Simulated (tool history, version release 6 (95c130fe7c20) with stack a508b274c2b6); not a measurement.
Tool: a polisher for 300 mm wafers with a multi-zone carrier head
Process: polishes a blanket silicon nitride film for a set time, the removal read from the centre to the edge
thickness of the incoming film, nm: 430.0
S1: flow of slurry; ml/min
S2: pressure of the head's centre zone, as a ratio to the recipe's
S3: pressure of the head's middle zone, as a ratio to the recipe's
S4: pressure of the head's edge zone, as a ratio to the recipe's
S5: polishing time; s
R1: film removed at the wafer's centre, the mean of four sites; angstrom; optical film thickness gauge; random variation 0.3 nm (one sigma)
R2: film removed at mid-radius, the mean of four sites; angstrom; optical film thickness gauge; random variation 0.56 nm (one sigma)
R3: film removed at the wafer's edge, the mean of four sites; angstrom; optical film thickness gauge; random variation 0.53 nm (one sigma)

run,hour,S1,S2,S3,S4,S5,R1,R2,R3
1,0.0,225,1.00,1.00,1.00,40,721.38,705.89,719.33
2,4.3,265,1.00,1.00,1.00,40,754.08,734.60,720.80
3,10.6,265,1.00,1.00,1.00,49,916.98,892.75,899.32
4,11.2,315,1.00,1.00,1.00,49,940.89,940.95,892.32
5,18.3,315,1.00,1.00,0.92,49,933.92,938.01,872.22
# hour 19.8: slurry nozzle cleaned
6,19.8,315,1.00,0.93,0.92,49,957.04,909.94,909.18
7,25.8,300,0.97,0.96,0.90,44,840.87,824.43,784.97
8,31.8,260,0.87,1.06,1.00,33,549.22,659.14,595.79
9,32.7,260,0.86,1.06,0.98,31,513.69,628.64,571.86
10,38.5,265,0.87,1.07,0.96,29,488.13,585.12,524.86

Run 11 comes next. What will it give?
11,42.8,235,0.81,1.07,0.86,25,?,?,?

{"run 11": {"R1": 383.73, "R2": 498.24, "R3": 428.99}}
